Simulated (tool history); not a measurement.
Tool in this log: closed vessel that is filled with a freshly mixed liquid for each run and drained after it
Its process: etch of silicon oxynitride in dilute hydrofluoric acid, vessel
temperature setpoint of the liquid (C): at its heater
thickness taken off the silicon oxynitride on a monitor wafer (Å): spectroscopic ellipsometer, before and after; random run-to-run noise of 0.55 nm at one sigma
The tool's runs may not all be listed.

run,hour,temperature setpoint of the liquid (C),parts of water to one part of 49 % hydrofluoric acid (parts by volume),time in the liquid (s),thickness taken off the silicon oxynitride on a monitor wafer (Å)
1,0.0,22.0,295,3175,328.65
2,5.2,22.0,205,3175,504.67
3,7.9,24.0,205,3175,555.36
4,10.7,25.5,205,3175,589.06
5,17.3,26.5,205,3175,607.74
6,23.4,26.5,135,3175,980.61

Forecast run 7:
7,26.6,24.5,135,3175,?

Run 7 came out at thickness taken off the silicon oxynitride on a monitor wafer (Å) 893.77.
